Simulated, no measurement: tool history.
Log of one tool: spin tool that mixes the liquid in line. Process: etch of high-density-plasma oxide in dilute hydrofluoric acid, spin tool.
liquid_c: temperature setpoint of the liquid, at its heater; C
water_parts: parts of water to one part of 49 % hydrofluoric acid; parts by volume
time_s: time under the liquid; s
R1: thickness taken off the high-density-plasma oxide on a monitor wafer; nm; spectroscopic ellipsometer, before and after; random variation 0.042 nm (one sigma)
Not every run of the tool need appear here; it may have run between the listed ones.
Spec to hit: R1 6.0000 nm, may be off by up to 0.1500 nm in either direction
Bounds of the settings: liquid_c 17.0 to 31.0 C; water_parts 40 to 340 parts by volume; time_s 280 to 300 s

run 1 hour=0.0 | liquid_c=23.0 water_parts=190 time_s=280 | R1=7.6352
run 2 hour=4.3 | liquid_c=22.0 water_parts=190 time_s=280 | R1=7.1879
run 3 hour=11.8 | liquid_c=22.0 water_parts=160 time_s=280 | R1=8.8361
run 4 hour=15.5 | liquid_c=21.0 water_parts=165 time_s=280 | R1=8.2752
run 5 hour=20.4 | liquid_c=20.5 water_parts=170 time_s=280 | R1=7.7858
run 6 hour=24.9 | liquid_c=20.0 water_parts=175 time_s=280 | R1=7.3688
run 7 hour=27.1 | liquid_c=19.5 water_parts=175 time_s=280 | R1=7.2820
run 8 hour=35.2 | liquid_c=17.0 water_parts=195 time_s=280 | R1=5.7573

Exercise: of the 4 proposed moves below, exactly one satisfies all targets within the stated allowed misses. Which move is it?
run A hour=43.3 | liquid_c=17.0 water_parts=210 time_s=285 | R1=?
run B hour=43.3 | liquid_c=17.0 water_parts=200 time_s=280 | R1=?
run C hour=43.3 | liquid_c=22.5 water_parts=240 time_s=300 | R1=?
run D hour=43.3 | liquid_c=18.0 water_parts=205 time_s=280 | R1=?

move=A R1=5.3807
move=B R1=5.6014
move=C R1=5.9415
move=D R1=5.6594
A: the biggest miss grows against the last run
B: the biggest miss grows against the last run
C: meets every target
D: the biggest miss grows against the last run
Go with C: it meets all targets.

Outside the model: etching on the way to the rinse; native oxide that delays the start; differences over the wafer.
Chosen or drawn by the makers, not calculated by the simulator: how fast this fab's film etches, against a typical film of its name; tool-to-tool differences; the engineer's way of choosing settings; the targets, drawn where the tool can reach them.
